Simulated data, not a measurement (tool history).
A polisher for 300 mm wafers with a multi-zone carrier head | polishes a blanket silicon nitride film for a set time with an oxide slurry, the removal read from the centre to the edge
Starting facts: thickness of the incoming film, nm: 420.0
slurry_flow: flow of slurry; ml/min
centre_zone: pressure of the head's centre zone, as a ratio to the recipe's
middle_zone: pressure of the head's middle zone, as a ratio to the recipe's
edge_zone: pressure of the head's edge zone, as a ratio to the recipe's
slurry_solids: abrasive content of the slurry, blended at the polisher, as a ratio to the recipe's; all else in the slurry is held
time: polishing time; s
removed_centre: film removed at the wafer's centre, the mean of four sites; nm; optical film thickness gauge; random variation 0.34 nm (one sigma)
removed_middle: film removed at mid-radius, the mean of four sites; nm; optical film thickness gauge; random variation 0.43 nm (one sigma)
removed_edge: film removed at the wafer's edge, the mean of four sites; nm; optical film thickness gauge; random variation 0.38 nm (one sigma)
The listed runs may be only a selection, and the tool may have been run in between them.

run,day,slurry_flow,centre_zone,middle_zone,edge_zone,slurry_solids,time,removed_centre,removed_middle,removed_edge
1,0.000,265,1.00,1.00,1.00,1.00,83,63.539,65.415,63.505
2,0.175,275,1.02,1.01,0.96,0.85,78,57.149,58.534,55.028
3,0.300,275,1.02,1.01,0.96,0.75,78,53.770,54.789,51.174
4,0.471,275,1.02,1.01,0.96,0.90,78,57.992,60.203,57.197
5,0.658,250,1.05,1.02,0.93,0.80,75,54.421,55.490,50.332
6,0.988,250,1.12,1.02,0.93,0.80,75,58.081,55.302,50.184
7,1.117,240,1.11,1.01,0.90,0.70,74,52.497,50.350,45.891

For run 8, what comes out?
8,1.467,240,1.12,1.01,0.88,0.65,73,?,?,?

Run 8 measured removed_centre 50.635 nm, removed_middle 48.156 nm, removed_edge 42.228 nm.
